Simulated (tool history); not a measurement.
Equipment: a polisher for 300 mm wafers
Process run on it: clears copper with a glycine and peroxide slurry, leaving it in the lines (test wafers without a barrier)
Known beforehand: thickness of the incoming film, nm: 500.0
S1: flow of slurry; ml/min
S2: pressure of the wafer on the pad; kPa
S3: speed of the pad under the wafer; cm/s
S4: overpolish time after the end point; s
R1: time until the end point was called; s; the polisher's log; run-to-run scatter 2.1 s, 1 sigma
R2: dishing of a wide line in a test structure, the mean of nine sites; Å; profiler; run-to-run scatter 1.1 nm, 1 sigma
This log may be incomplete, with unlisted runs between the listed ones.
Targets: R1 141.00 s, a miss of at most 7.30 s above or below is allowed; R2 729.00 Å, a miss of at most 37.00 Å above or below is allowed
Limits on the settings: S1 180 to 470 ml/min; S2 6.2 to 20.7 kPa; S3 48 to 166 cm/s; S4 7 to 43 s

Run 1, hour 0.0: S1 300 ml/min, S2 13.1 kPa, S3 106 cm/s, S4 22 s. Result: R1 104.79 s, R2 604.06 Å.
Run 2, hour 5.9: S1 300 ml/min, S2 12.4 kPa, S3 104 cm/s, S4 24 s. Result: R1 107.50 s, R2 631.01 Å.
Run 3, hour 7.5: S1 300 ml/min, S2 11.7 kPa, S3 102 cm/s, S4 26 s. Result: R1 115.07 s, R2 622.80 Å.
Run 4, hour 15.0: S1 300 ml/min, S2 11.0 kPa, S3 100 cm/s, S4 28 s. Result: R1 118.93 s, R2 647.39 Å.
Run 5, hour 18.3: S1 300 ml/min, S2 11.0 kPa, S3 100 cm/s, S4 24 s. Result: R1 124.03 s, R2 577.64 Å.
Run 6, hour 27.2: S1 300 ml/min, S2 11.0 kPa, S3 76 cm/s, S4 24 s. Result: R1 144.48 s, R2 502.77 Å.
Run 7, hour 30.8: S1 300 ml/min, S2 11.0 kPa, S3 76 cm/s, S4 26 s. Result: R1 146.40 s, R2 544.70 Å.
Run 8, hour 39.7: S1 300 ml/min, S2 11.0 kPa, S3 76 cm/s, S4 28 s. Result: R1 147.17 s, R2 562.53 Å.
Run 9, hour 45.4: S1 300 ml/min, S2 11.0 kPa, S3 76 cm/s, S4 30 s. Result: R1 149.07 s, R2 596.56 Å.
Run 10, hour 48.4: S1 300 ml/min, S2 11.0 kPa, S3 76 cm/s, S4 30 s. Result: R1 144.45 s, R2 598.27 Å.
Run 11, hour 54.4: S1 300 ml/min, S2 11.0 kPa, S3 76 cm/s, S4 31 s. Result: R1 148.43 s, R2 604.58 Å.
Run 12, hour 56.6: S1 300 ml/min, S2 11.0 kPa, S3 76 cm/s, S4 32 s. Result: R1 145.35 s, R2 617.35 Å.
Run 13, hour 60.1: S1 300 ml/min, S2 11.0 kPa, S3 76 cm/s, S4 33 s. Result: R1 145.81 s, R2 647.19 Å.
Run 14, hour 68.1: S1 300 ml/min, S2 11.0 kPa, S3 76 cm/s, S4 34 s. Result: R1 148.23 s, R2 643.39 Å.
At hour 75.5: head pressure recalibrated.
Run 15, hour 75.5: S1 300 ml/min, S2 12.4 kPa, S3 76 cm/s, S4 38 s. Result: R1 129.71 s, R2 741.31 Å.

5 candidate next runs follow, results not yet known. Just one meets every target within its allowed miss. Identify it.
Run A, hour 82.9: S1 230 ml/min, S2 15.2 kPa, S3 72 cm/s, S4 36 s. Result: R1 ?, R2 ?.
Run B, hour 82.9: S1 240 ml/min, S2 18.6 kPa, S3 60 cm/s, S4 33 s. Result: R1 ?, R2 ?.
Run C, hour 82.9: S1 290 ml/min, S2 13.8 kPa, S3 80 cm/s, S4 31 s. Result: R1 ?, R2 ?.
Run D, hour 82.9: S1 285 ml/min, S2 10.3 kPa, S3 82 cm/s, S4 40 s. Result: R1 ?, R2 ?.
Run E, hour 82.9: S1 300 ml/min, S2 19.3 kPa, S3 64 cm/s, S4 31 s. Result: R1 ?, R2 ?.

move      R1      R2
   A  120.68  779.18
   B  119.71  759.18
   C  115.74  717.45
   D  136.06  743.31
   E  108.65  774.93
A: misses by more than the last run did
B: misses by more than the last run did
C: misses by more than the last run did
D: every result within its allowed miss
E: misses by more than the last run did
Go with D: it meets all targets.

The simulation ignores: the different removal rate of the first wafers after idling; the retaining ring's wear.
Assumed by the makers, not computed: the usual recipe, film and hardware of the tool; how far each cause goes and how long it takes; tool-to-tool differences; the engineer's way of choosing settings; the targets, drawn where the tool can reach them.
